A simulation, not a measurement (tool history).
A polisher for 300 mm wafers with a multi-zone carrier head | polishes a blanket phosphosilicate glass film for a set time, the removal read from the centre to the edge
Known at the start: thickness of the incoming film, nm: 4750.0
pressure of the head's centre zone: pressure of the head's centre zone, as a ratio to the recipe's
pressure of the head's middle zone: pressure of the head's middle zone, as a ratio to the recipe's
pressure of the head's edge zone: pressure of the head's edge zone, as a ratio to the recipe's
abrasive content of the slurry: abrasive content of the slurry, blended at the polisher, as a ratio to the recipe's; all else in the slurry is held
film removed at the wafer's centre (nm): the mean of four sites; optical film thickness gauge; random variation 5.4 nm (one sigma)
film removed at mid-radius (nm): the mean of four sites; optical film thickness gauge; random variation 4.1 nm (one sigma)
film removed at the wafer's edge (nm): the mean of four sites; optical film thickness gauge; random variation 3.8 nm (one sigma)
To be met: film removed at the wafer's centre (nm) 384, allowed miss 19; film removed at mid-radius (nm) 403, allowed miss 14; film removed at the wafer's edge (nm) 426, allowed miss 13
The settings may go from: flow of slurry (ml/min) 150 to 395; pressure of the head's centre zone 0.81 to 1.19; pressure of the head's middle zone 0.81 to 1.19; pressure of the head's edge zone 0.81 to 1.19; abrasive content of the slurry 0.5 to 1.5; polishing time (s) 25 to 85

run  hour  flow of slurry (ml/min)  pressure of the head's centre zone  pressure of the head's middle zone  pressure of the head's edge zone  abrasive content of the slurry  polishing time (s)  film removed at the wafer's centre (nm)  film removed at mid-radius (nm)  film removed at the wafer's edge (nm)
  1     0                      250                                   1                                   1                                 1                               1                  55                                   293.58                           291.27                                 299.42
  2   1.4                      250                                   1                                1.04                                 1                               1                  55                                    288.8                           292.77                                 298.05
  3   5.1                      250                                0.92                                1.04                                 1                               1                  55                                   266.18                           296.17                                 306.73
  4   6.8                      310                                0.92                                1.04                                 1                               1                  55                                   276.34                           297.88                                 306.17
  5   7.7                      310                                0.92                                1.04                                 1                               1                  46                                   229.35                           252.24                                 256.94
  6  16.1                      310                                0.92                                1.04                                 1                               1                  38                                   191.58                           213.69                                 209.43
  7  19.8                      310                                0.93                                1.04                              1.02                             1.1                  43                                   231.19                           254.61                                 252.53
  8  23.6                      310                                0.99                                1.05                              1.12                            1.35                  53                                   332.35                           350.86                                 356.42
  9  31.1                      310                                0.99                                1.04                              1.13                             1.4                  54                                   345.82                           359.77                                 376.04

Which of these 4 next moves meets every target?
  A  38.6                      300                                0.96                                1.06                              1.06                            1.45                  47                                        ?                                ?                                      ?
  B  38.6                      330                                0.97                                1.05                              1.15                             1.3                  63                                        ?                                ?                                      ?
  C  38.6                      300                                1.11                                0.83                              1.11                            1.45                  56                                        ?                                ?                                      ?
  D  38.6                      325                                 0.9                                0.81                              1.19                            1.35                  64                                        ?                                ?                                      ?

move  film removed at the wafer's centre (nm)  film removed at mid-radius (nm)  film removed at the wafer's edge (nm)
   A                                   294.09                           321.59                                  326.5
   B                                    382.4                           410.23                                 430.44
   C                                   403.77                            312.1                                    396
   D                                   366.09                           341.36                                 451.16
A: further off than the last run
B: meets every target
C: further off than the last run
D: takes the result that was furthest off past its target
The right move is B.
